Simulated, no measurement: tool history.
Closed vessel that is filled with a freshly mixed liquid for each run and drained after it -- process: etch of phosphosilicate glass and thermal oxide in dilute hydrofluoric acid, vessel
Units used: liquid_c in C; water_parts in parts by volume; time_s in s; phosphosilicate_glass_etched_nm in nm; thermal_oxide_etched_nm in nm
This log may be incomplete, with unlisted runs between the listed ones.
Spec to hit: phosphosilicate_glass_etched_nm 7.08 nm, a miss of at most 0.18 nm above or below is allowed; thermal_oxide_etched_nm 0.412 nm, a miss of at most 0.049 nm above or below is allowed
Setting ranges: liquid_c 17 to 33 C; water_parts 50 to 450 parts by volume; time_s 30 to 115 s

run,hour,liquid_c,water_parts,time_s,phosphosilicate_glass_etched_nm,thermal_oxide_etched_nm
1,0,25,250,60,17.394,1.0339
2,3.1,28,250,60,19.283,1.1358
3,4.2,31,250,60,21.327,1.2429
4,12.2,29,275,60,17.71,0.99265
5,19.6,27,290,60,15.463,0.88548
6,21.2,25.5,305,60,13.73,0.75788
7,29.9,24,320,60,12.337,0.75479
# hour 37.5: thermometer replaced
8,37.5,23.5,340,60,11.728,0.69881
9,39.8,23,360,60,10.717,0.63561
10,48,19,425,60,7.4888,0.4675
11,54.3,19.5,430,60,7.4957,0.42004
12,55.4,19,430,60,7.3437,0.4295

Below are 4 possible settings for the next run. Only one of them brings all results inside the allowed miss of their targets. Which is it?
A,56.5,20,450,65,?,?
B,56.5,20,450,60,?,?
C,56.5,19.5,420,60,?,?
D,56.5,20,435,60,?,?

move,phosphosilicate_glass_etched_nm,thermal_oxide_etched_nm
A,7.7735,0.44206
B,7.1755,0.40806
C,7.7417,0.44025
D,7.5128,0.42724
A: moves away from the targets compared with the last run
B: hits every target within its allowed miss
C: moves away from the targets compared with the last run
D: moves away from the targets compared with the last run
Move B is the one to make.
